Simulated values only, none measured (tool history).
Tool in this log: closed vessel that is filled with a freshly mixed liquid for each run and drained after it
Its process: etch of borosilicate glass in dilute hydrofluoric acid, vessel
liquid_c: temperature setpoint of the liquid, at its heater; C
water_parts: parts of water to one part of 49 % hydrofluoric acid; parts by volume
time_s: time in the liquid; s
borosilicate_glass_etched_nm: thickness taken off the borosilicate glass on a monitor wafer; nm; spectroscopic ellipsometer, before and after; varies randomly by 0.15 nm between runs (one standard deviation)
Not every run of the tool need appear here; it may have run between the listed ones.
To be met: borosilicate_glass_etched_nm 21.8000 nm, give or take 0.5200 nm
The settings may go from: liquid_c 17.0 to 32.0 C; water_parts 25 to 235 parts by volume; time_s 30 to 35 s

run    day  liquid_c  water_parts  time_s  borosilicate_glass_etched_nm
  1  0.000      24.0          130      35                       12.2610
  2  0.179      25.0          125      35                       13.2540
  3  0.546      26.0          120      35                       14.3450
  4  0.767      23.5          120      35                       13.1710
  5  0.925      23.5          140      35                       10.8260
  6  1.075      23.5          140      30                        9.3535
     1.125  -- hydrofluoric acid flow meter replaced
  7  1.125      24.5          135      30                       11.5220
  8  1.492      25.5          130      30                       12.6420
  9  1.667      26.5          130      30                       13.0200
 10  1.692      27.5          125      30                       14.2280
 11  1.875      31.5           90      30                       23.9460
 12  1.904      31.0           90      30                       23.4640
 13  2.121      30.0           90      30                       22.8880

5 candidate next runs follow, results not yet known. Just one meets every target within its allowed miss. Identify it.
  A  2.338      28.0          100      35                             ?
  B  2.338      30.5           90      30                             ?
  C  2.338      30.5           85      30                             ?
  D  2.338      28.0           80      30                             ?
  E  2.338      28.0           90      35                             ?

move  borosilicate_glass_etched_nm
   A                       21.6520
   B                       22.9910
   C                       24.5220
   D                       23.8430
   E                       24.3870
A: all results land within tolerance of their targets
B: the biggest miss grows against the last run
C: the biggest miss grows against the last run
D: the biggest miss grows against the last run
E: the biggest miss grows against the last run
Go with A: it meets all targets.

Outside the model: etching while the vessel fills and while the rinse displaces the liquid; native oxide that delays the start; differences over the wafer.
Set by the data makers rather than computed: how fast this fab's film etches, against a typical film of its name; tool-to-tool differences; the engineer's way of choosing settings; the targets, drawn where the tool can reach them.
